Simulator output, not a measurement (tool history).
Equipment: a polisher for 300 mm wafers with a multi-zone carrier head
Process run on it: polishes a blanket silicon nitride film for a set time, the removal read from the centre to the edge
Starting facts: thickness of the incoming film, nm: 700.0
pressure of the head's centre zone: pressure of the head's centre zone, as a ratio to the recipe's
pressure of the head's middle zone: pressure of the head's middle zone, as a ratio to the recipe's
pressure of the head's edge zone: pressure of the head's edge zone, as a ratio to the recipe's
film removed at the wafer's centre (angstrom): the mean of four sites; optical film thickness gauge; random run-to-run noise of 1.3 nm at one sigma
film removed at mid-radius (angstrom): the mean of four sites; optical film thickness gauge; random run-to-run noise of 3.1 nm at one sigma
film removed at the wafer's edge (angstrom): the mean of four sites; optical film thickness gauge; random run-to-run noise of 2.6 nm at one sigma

| run | hour | flow of slurry (ml/min) | pressure of the head's centre zone | pressure of the head's middle zone | pressure of the head's edge zone | polishing time (s) | film removed at the wafer's centre (angstrom) | film removed at mid-radius (angstrom) | film removed at the wafer's edge (angstrom) |
|---|---|---|---|---|---|---|---|---|---|
| 1 | 0.0 | 135 | 1.00 | 1.00 | 1.00 | 78 | 1573.5 | 1572.7 | 1547.2 |
| 2 | 3.7 | 155 | 1.00 | 1.00 | 1.00 | 78 | 1569.8 | 1626.4 | 1582.0 |
| 3 | 11.3 | 165 | 0.97 | 1.02 | 1.04 | 80 | 1609.7 | 1678.8 | 1727.6 |
| 4 | 15.4 | 175 | 0.97 | 1.02 | 1.04 | 80 | 1636.7 | 1728.2 | 1685.2 |
| 5 | 22.3 | 175 | 0.92 | 1.07 | 1.06 | 82 | 1594.4 | 1856.8 | 1794.2 |
| 6 | 31.0 | 175 | 0.92 | 1.07 | 1.09 | 82 | 1574.5 | 1797.7 | 1789.6 |

What does the tool deliver on the next run?
| 7 | 31.9 | 180 | 0.90 | 1.09 | 1.10 | 83 | ? | ? | ? |

{"run 7": {"film removed at the wafer's centre (angstrom)": 1575.0, "film removed at mid-radius (angstrom)": 1889.5, "film removed at the wafer's edge (angstrom)": 1826.2}}

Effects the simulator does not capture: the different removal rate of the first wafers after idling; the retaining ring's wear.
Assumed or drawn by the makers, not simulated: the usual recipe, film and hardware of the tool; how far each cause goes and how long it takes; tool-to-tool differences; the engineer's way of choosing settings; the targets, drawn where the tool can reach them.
